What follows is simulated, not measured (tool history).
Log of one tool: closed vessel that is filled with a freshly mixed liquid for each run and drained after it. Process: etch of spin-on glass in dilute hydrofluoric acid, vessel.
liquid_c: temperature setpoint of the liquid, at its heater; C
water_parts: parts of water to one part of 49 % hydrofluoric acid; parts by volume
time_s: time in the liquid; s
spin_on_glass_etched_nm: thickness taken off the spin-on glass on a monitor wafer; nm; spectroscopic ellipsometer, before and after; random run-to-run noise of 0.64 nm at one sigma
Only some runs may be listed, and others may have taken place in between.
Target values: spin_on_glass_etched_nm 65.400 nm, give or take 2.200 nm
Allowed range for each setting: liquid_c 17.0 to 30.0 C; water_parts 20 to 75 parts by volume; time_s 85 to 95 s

run 1 hour=0.0 | liquid_c=22.0 water_parts=45 time_s=85 | spin_on_glass_etched_nm=89.964
run 2 hour=6.3 | liquid_c=20.5 water_parts=45 time_s=85 | spin_on_glass_etched_nm=84.680
run 3 hour=11.6 | liquid_c=19.5 water_parts=45 time_s=85 | spin_on_glass_etched_nm=81.770
run 4 hour=16.8 | liquid_c=19.0 water_parts=45 time_s=85 | spin_on_glass_etched_nm=78.580
run 5 hour=19.4 | liquid_c=22.5 water_parts=45 time_s=85 | spin_on_glass_etched_nm=90.608
run 6 hour=21.3 | liquid_c=22.5 water_parts=55 time_s=85 | spin_on_glass_etched_nm=74.151
run 7 hour=28.4 | liquid_c=21.5 water_parts=55 time_s=85 | spin_on_glass_etched_nm=71.368
run 8 hour=35.0 | liquid_c=21.0 water_parts=55 time_s=85 | spin_on_glass_etched_nm=70.911
run 9 hour=36.9 | liquid_c=20.5 water_parts=55 time_s=85 | spin_on_glass_etched_nm=68.382

Next run, 5 choices. One meets every target within its allowed miss, the rest don't. Which?
run A hour=38.8 | liquid_c=25.5 water_parts=70 time_s=95 | spin_on_glass_etched_nm=?
run B hour=38.8 | liquid_c=18.5 water_parts=50 time_s=85 | spin_on_glass_etched_nm=?
run C hour=38.8 | liquid_c=20.0 water_parts=60 time_s=90 | spin_on_glass_etched_nm=?
run D hour=38.8 | liquid_c=20.0 water_parts=55 time_s=95 | spin_on_glass_etched_nm=?
run E hour=38.8 | liquid_c=21.0 water_parts=55 time_s=85 | spin_on_glass_etched_nm=?

move=A spin_on_glass_etched_nm=71.765
move=B spin_on_glass_etched_nm=68.929
move=C spin_on_glass_etched_nm=64.076
move=D spin_on_glass_etched_nm=74.225
move=E spin_on_glass_etched_nm=69.271
A: lands further from the targets than the last run did
B: lands further from the targets than the last run did
C: every result lands within tolerance
D: lands further from the targets than the last run did
E: lands further from the targets than the last run did
Answer: C
